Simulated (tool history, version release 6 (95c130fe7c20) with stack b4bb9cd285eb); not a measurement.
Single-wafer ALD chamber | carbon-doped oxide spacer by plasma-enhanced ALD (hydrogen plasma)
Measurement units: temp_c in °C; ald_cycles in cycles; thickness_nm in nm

Run 1, hour 0: temp_c 390 °C, ald_cycles 276 cycles. Result: thickness_nm 14.089 nm.
Run 2, hour 3: temp_c 385 °C, ald_cycles 276 cycles. Result: thickness_nm 13.84 nm.
Run 3, hour 8.8: temp_c 390 °C, ald_cycles 276 cycles. Result: thickness_nm 13.921 nm.
Run 4, hour 11.8: temp_c 384 °C, ald_cycles 276 cycles. Result: thickness_nm 14.031 nm.
Run 5, hour 15.9: temp_c 384 °C, ald_cycles 247 cycles. Result: thickness_nm 12.57 nm.
Run 6, hour 24.4: temp_c 373 °C, ald_cycles 247 cycles. Result: thickness_nm 12.514 nm.

Expected results for the next run?
Run 7, hour 25.5: temp_c 373 °C, ald_cycles 236 cycles. Result: thickness_nm ?.

Run 7 yielded thickness_nm 12.052 nm.
